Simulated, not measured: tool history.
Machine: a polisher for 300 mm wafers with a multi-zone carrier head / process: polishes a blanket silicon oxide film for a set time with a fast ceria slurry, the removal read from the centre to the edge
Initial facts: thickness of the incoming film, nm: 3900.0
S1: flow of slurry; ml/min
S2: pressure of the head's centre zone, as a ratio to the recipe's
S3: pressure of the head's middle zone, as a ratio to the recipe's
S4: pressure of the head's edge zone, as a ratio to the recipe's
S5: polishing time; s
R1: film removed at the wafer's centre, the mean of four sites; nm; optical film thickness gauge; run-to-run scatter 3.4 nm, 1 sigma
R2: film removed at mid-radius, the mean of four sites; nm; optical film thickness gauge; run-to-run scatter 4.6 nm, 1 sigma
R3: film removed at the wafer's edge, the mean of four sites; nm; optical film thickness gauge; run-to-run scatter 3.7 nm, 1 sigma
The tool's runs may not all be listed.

{"run": 1, "hour": 0.0, "S1": 250, "S2": 1, "S3": 1, "S4": 1, "S5": 41, "R1": 774.41, "R2": 740.95, "R3": 770.17}
{"run": 2, "hour": 0.9, "S1": 250, "S2": 1, "S3": 1, "S4": 1, "S5": 33, "R1": 621.57, "R2": 603.78, "R3": 621.89}
{"run": 3, "hour": 2.0, "S1": 250, "S2": 1, "S3": 1, "S4": 1, "S5": 42, "R1": 790.97, "R2": 758.44, "R3": 792.68}
{"run": 4, "hour": 8.4, "S1": 250, "S2": 1, "S3": 1, "S4": 1.07, "S5": 42, "R1": 784.67, "R2": 758.96, "R3": 811.3}
{"run": 5, "hour": 13.5, "S1": 250, "S2": 1, "S3": 1.09, "S4": 1.07, "S5": 42, "R1": 798.59, "R2": 820.23, "R3": 809.28}
{"run": 6, "hour": 15.1, "S1": 250, "S2": 1, "S3": 1.05, "S4": 1.02, "S5": 38, "R1": 718.71, "R2": 715.89, "R3": 714.45}
{"run": 7, "hour": 20.6, "S1": 240, "S2": 0.97, "S3": 0.95, "S4": 0.92, "S5": 27, "R1": 493.03, "R2": 469.67, "R3": 478.54}

What will run 8 give?
{"run": 8, "hour": 24.0, "S1": 240, "S2": 0.97, "S3": 0.95, "S4": 0.92, "S5": 27, "R1": "?", "R2": "?", "R3": "?"}

R1: 490.72 nm
R2: 464.4 nm
R3: 478.63 nm

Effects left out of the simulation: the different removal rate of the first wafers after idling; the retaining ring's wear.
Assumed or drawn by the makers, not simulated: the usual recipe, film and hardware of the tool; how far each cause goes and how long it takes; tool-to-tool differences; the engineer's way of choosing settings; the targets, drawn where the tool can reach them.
